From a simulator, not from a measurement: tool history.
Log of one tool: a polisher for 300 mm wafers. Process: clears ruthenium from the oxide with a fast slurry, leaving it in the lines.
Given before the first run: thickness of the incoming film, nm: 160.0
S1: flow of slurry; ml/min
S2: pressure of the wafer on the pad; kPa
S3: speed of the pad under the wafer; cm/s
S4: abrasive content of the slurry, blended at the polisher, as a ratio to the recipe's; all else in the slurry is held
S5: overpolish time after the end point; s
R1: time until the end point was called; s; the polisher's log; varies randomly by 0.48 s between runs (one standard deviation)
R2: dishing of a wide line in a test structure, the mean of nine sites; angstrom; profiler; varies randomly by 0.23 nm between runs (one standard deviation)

run 1 hour=0.0 | S1=175 S2=23.4 S3=118 S4=1.0 S5=9 | R1=30.261 R2=368.18
run 2 hour=8.8 | S1=175 S2=20.7 S3=118 S4=1.0 S5=9 | R1=34.837 R2=330.15
run 3 hour=17.5 | S1=175 S2=20.7 S3=92 S4=1.0 S5=9 | R1=41.121 R2=277.26
run 4 hour=25.4 | S1=175 S2=20.7 S3=122 S4=1.0 S5=9 | R1=33.608 R2=332.33
run 5 hour=32.7 | S1=175 S2=22.8 S3=122 S4=1.0 S5=9 | R1=30.225 R2=381.77
run 6 hour=37.6 | S1=175 S2=19.3 S3=122 S4=1.0 S5=9 | R1=35.093 R2=321.06
run 7 hour=40.8 | S1=175 S2=16.5 S3=120 S4=1.0 S5=8 | R1=41.493 R2=253.14
run 8 hour=45.1 | S1=175 S2=15.2 S3=120 S4=1.0 S5=8 | R1=45.956 R2=232.89
run 9 hour=50.9 | S1=170 S2=12.4 S3=120 S4=1.0 S5=6 | R1=54.953 R2=149.08

Estimate the outcome of run 10 from the log above:
run 10 hour=53.6 | S1=175 S2=12.4 S3=120 S4=1.0 S5=6 | R1=? R2=?

Run 10 yielded R1 55.900 s, R2 146.97 angstrom.
